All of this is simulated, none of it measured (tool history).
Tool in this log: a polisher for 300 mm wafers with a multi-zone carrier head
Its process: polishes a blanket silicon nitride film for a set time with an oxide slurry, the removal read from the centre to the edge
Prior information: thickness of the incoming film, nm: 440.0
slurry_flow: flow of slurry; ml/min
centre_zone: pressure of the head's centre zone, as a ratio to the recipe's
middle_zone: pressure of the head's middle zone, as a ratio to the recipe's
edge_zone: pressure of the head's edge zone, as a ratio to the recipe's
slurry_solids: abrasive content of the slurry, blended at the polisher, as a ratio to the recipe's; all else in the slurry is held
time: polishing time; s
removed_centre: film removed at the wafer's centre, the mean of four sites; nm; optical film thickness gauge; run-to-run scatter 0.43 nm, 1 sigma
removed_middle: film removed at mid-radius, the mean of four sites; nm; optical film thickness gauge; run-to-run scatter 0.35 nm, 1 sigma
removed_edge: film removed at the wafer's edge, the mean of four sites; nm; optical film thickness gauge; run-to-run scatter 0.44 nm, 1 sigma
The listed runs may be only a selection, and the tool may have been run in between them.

{"run": 1, "day": 0.0, "slurry_flow": 230, "centre_zone": 1.0, "middle_zone": 1.0, "edge_zone": 1.0, "slurry_solids": 1.0, "time": 50, "removed_centre": 28.598, "removed_middle": 29.46, "removed_edge": 29.307}
{"run": 2, "day": 0.112, "slurry_flow": 235, "centre_zone": 1.02, "middle_zone": 1.0, "edge_zone": 1.04, "slurry_solids": 1.15, "time": 51, "removed_centre": 30.902, "removed_middle": 31.236, "removed_edge": 31.659}
{"run": 3, "day": 0.138, "slurry_flow": 235, "centre_zone": 1.08, "middle_zone": 1.0, "edge_zone": 1.04, "slurry_solids": 1.15, "time": 51, "removed_centre": 32.763, "removed_middle": 31.854, "removed_edge": 31.945}
{"run": 4, "day": 0.458, "slurry_flow": 240, "centre_zone": 1.09, "middle_zone": 0.99, "edge_zone": 1.07, "slurry_solids": 1.25, "time": 53, "removed_centre": 35.378, "removed_middle": 33.572, "removed_edge": 34.654}
{"run": 5, "day": 0.65, "slurry_flow": 240, "centre_zone": 1.09, "middle_zone": 0.99, "edge_zone": 1.1, "slurry_solids": 1.3, "time": 55, "removed_centre": 38.022, "removed_middle": 35.284, "removed_edge": 36.654}
{"run": 6, "day": 0.8, "slurry_flow": 245, "centre_zone": 1.07, "middle_zone": 0.99, "edge_zone": 1.12, "slurry_solids": 1.35, "time": 57, "removed_centre": 38.406, "removed_middle": 36.989, "removed_edge": 38.846}
{"run": 7, "day": 1.004, "slurry_flow": 250, "centre_zone": 1.07, "middle_zone": 0.99, "edge_zone": 1.13, "slurry_solids": 1.4, "time": 58, "removed_centre": 39.29, "removed_middle": 37.987, "removed_edge": 40.189}

Run 8 comes next. What will it give?
{"run": 8, "day": 1.121, "slurry_flow": 250, "centre_zone": 1.08, "middle_zone": 0.99, "edge_zone": 1.14, "slurry_solids": 1.45, "time": 59, "removed_centre": "?", "removed_middle": "?", "removed_edge": "?"}

removed_centre: 41.563 nm
removed_middle: 39.279 nm
removed_edge: 41.121 nm
